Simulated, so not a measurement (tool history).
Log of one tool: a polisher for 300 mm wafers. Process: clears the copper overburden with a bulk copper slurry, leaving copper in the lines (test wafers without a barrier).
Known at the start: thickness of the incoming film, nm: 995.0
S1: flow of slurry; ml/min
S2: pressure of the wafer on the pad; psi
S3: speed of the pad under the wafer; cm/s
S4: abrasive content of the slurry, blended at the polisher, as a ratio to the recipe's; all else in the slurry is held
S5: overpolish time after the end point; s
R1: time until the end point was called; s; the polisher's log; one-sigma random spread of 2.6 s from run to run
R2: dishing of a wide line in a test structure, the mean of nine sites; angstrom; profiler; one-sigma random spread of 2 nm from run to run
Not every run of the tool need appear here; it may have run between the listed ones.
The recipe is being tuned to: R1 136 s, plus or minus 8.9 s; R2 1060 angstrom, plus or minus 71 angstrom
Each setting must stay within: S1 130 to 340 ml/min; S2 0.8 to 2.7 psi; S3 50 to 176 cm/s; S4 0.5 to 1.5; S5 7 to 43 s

run 1 hour=0 | S1=220 S2=1.7 S3=112 S4=1 S5=22 | R1=146.04 R2=750.21
run 2 hour=1.5 | S1=255 S2=1.7 S3=112 S4=1 S5=22 | R1=139.5 R2=734.44
run 3 hour=4.8 | S1=215 S2=1.7 S3=112 S4=1 S5=22 | R1=142.65 R2=756.43
run 4 hour=6.5 | S1=215 S2=1.7 S3=112 S4=1 S5=23 | R1=143.06 R2=786.95
run 5 hour=8.5 | S1=215 S2=1.3 S3=112 S4=1 S5=23 | R1=186.74 R2=610.66
run 6 hour=17.1 | S1=215 S2=1.4 S3=112 S4=1 S5=24 | R1=174.02 R2=694.81
run 7 hour=19.8 | S1=215 S2=1.9 S3=110 S4=1 S5=30 | R1=129.2 R2=937.82
run 8 hour=26.2 | S1=215 S2=1.9 S3=110 S4=1 S5=31 | R1=131.17 R2=979.26

Exactly one of the 5 candidate moves below puts every result within its allowed miss. Which one?
run A hour=32.6 | S1=230 S2=1.7 S3=140 S4=1 S5=24 | R1=? R2=?
run B hour=32.6 | S1=230 S2=2 S3=118 S4=1 S5=27 | R1=? R2=?
run C hour=32.6 | S1=250 S2=1.7 S3=142 S4=0.85 S5=24 | R1=? R2=?
run D hour=32.6 | S1=215 S2=1.9 S3=108 S4=0.95 S5=37 | R1=? R2=?
run E hour=32.6 | S1=220 S2=1.8 S3=128 S4=1.05 S5=33 | R1=? R2=?

move=A R1=113.78 R2=865.73
move=B R1=112.41 R2=959.74
move=C R1=114.39 R2=863.4
move=D R1=129.44 R2=1024.5
move=E R1=115.91 R2=1007.5
A: lands further from the targets than the last run did
B: lands further from the targets than the last run did
C: lands further from the targets than the last run did
D: every result within its allowed miss
E: the worst result of the last run now meets its target, but another is out of spec
Correct choice: D, which meets every target

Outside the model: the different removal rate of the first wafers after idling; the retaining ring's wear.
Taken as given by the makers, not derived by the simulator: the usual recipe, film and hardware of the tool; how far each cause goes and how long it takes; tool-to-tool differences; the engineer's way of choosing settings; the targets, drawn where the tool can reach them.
